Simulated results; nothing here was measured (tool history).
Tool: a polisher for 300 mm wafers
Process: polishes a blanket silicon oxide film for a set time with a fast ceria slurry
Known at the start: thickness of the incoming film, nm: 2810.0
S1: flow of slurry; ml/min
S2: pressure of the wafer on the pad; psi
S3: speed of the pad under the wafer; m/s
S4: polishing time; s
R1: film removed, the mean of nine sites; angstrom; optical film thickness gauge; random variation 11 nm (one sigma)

| run | hour | S1 | S2 | S3 | S4 | R1 |
|---|---|---|---|---|---|---|
| 1 | 0 | 255 | 1.7 | 1.18 | 63 | 6048.9 |
| 2 | 8.3 | 225 | 1.7 | 1.18 | 63 | 5987.7 |
| 3 | 14.8 | 225 | 1.8 | 1.18 | 63 | 6324.9 |
| 4 | 15.7 | 225 | 1.9 | 1.18 | 63 | 6880.9 |
| 5 | 17.1 | 225 | 1.7 | 1.18 | 63 | 6085.3 |
| 6 | 24.5 | 225 | 1.7 | 1.18 | 57 | 5524.9 |
| 7 | 27.5 | 225 | 1.9 | 1.18 | 57 | 6124.5 |
| 8 | 29.2 | 225 | 2 | 1.18 | 57 | 6372.4 |
| 9 | 32.7 | 225 | 2.1 | 1.18 | 57 | 6786.5 |

Run 10 comes next. What will it give?
| 10 | 41.3 | 225 | 2.2 | 1.18 | 57 | ? |

R1: 6851.4 angstrom

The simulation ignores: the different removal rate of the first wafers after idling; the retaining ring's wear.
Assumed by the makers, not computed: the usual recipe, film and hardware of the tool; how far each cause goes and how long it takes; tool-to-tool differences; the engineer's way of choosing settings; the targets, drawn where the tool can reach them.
